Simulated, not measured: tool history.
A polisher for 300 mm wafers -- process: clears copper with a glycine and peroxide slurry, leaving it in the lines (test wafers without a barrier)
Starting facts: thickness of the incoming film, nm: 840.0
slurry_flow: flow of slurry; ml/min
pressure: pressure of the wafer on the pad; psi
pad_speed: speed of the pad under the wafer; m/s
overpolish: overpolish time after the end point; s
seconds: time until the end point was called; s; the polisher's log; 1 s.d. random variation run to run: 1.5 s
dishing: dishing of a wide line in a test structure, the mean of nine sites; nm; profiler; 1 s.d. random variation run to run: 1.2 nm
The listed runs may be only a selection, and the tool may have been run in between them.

run,day,slurry_flow,pressure,pad_speed,overpolish,seconds,dishing
1,0,185,3,1.14,20,134.71,73.095
2,0.112,185,3.3,1.14,21,130.94,82.64
3,0.425,190,3.6,1.18,20,116.9,86.314
4,0.45,190,3.8,1.2,20,108.71,87.968
5,0.646,190,3.8,1.08,20,114.32,84.301
6,0.983,190,4,1.12,21,108.09,91.593
7,1.121,190,4.1,1.14,21,105.39,93.645

What will run 8 give?
# day 1.225: head pressure recalibrated
8,1.225,195,4.6,1.2,23,?,?

{"run 8": {"seconds": 86.202, "dishing": 115.17}}
